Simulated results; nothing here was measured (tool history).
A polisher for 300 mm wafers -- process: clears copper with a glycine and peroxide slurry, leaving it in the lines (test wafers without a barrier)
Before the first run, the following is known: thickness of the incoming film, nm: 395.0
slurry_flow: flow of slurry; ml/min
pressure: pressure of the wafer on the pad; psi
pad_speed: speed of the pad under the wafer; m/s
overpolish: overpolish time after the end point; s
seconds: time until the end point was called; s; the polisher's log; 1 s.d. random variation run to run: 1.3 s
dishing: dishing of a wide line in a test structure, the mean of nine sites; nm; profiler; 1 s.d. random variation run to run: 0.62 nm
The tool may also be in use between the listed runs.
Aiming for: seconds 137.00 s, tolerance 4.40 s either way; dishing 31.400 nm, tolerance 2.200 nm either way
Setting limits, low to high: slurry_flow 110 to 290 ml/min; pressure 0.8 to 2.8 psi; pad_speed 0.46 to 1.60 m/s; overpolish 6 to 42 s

run,day,slurry_flow,pressure,pad_speed,overpolish,seconds,dishing
1,0.000,185,1.8,1.02,21,143.24,43.885
2,0.112,185,1.8,1.02,19,142.96,39.384
3,0.208,185,1.8,1.16,19,129.04,43.274
4,0.412,185,1.5,1.16,19,146.09,37.967
5,0.588,190,1.5,1.16,18,144.83,37.180
6,0.671,190,1.5,1.42,18,125.90,41.859
7,0.717,190,1.5,1.42,17,126.79,39.204
8,1.054,190,1.5,1.42,16,125.96,35.889
9,1.317,185,1.5,1.42,16,127.11,37.487
10,1.429,170,1.3,1.42,12,141.43,26.764
11,1.700,175,1.3,1.42,12,140.37,26.637
# day 1.817: worn pad replaced by a new one
12,1.817,180,1.4,1.42,16,119.57,38.176
13,2.171,185,1.4,1.42,16,117.85,39.897
14,2.450,175,1.4,1.40,16,121.77,37.727
15,2.592,180,1.4,1.40,16,120.43,39.422
16,2.717,185,1.4,1.40,16,121.07,40.938
17,2.792,170,1.1,1.40,11,141.53,24.582
18,3.108,170,1.1,1.38,12,143.34,26.027
19,3.142,175,1.1,1.38,12,143.62,25.514
20,3.246,175,1.1,1.38,13,140.09,28.223

Which of these 5 next moves meets every target?
A,3.350,125,1.3,1.52,11,?,?
B,3.350,175,1.1,1.44,14,?,?
C,3.350,150,1.1,1.40,11,?,?
D,3.350,185,1.2,1.46,10,?,?
E,3.350,170,1.1,1.48,12,?,?

move,seconds,dishing
A,128.92,26.972
B,138.61,31.157
C,145.46,24.224
D,129.09,24.756
E,136.60,27.600
A: lands further from the targets than the last run did
B: meets every target
C: lands further from the targets than the last run did
D: lands further from the targets than the last run did
E: lands further from the targets than the last run did
B is the move that brings every result within its allowed miss.
